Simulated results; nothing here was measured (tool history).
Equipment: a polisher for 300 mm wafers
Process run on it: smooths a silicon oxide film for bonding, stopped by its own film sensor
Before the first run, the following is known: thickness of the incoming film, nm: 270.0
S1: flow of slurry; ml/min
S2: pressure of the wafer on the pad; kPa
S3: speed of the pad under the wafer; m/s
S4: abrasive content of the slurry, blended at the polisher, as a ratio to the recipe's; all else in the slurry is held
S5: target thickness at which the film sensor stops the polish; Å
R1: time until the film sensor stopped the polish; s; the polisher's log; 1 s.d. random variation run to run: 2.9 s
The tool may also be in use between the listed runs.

run	hour	S1	S2	S3	S4	S5	R1
1	0	240	11	1.02	1	2040	119.32
2	2.6	240	11	1.24	1	2040	106.74
3	8.8	240	10.3	1.24	1	2040	118.69
4	9.5	240	10.3	1.24	1.15	2040	111.05
5	15.7	240	9.7	1.24	1.15	2040	114.7
6	21.3	240	9	1.22	1.15	2040	127.05

Estimate the outcome of run 7 from the log above:
7	27	240	8.3	1.22	1.15	2040	?

{"run 7": {"R1": 138.97}}
